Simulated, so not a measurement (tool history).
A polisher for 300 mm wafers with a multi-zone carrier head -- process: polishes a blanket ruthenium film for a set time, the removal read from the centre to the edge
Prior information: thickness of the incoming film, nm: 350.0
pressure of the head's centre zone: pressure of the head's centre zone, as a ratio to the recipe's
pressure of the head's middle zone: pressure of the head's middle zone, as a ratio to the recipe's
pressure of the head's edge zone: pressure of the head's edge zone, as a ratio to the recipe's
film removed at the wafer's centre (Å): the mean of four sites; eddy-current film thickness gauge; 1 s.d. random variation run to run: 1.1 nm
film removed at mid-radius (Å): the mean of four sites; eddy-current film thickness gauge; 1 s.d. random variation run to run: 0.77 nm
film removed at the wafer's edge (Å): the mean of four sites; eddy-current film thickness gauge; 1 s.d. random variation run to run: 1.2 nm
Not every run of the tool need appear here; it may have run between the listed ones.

| run | hour | flow of slurry (ml/min) | pressure of the head's centre zone | pressure of the head's middle zone | pressure of the head's edge zone | polishing time (s) | film removed at the wafer's centre (Å) | film removed at mid-radius (Å) | film removed at the wafer's edge (Å) |
|---|---|---|---|---|---|---|---|---|---|
| 1 | 0 | 210 | 1 | 1 | 1 | 83 | 902.75 | 929.03 | 904.04 |
| 2 | 5.4 | 225 | 0.99 | 1.04 | 1.02 | 84 | 911.28 | 967.28 | 927.23 |
| 3 | 9.8 | 225 | 0.99 | 1.04 | 0.98 | 84 | 921.04 | 972.71 | 920.89 |
| 4 | 16.8 | 225 | 0.99 | 0.96 | 0.98 | 84 | 908.86 | 918.87 | 916.57 |
| 5 | 21.7 | 225 | 0.99 | 0.96 | 0.98 | 96 | 1042 | 1054.1 | 1052.3 |
| 6 | 28.9 | 225 | 0.99 | 0.96 | 1.03 | 96 | 1047.7 | 1054.5 | 1077.6 |

Estimate the outcome of run 7 from the log above:
| 7 | 32.2 | 230 | 0.97 | 1 | 1.01 | 96 | ? | ? | ? |

film removed at the wafer's centre (Å): 1013
film removed at mid-radius (Å): 1084.2
film removed at the wafer's edge (Å): 1049.3
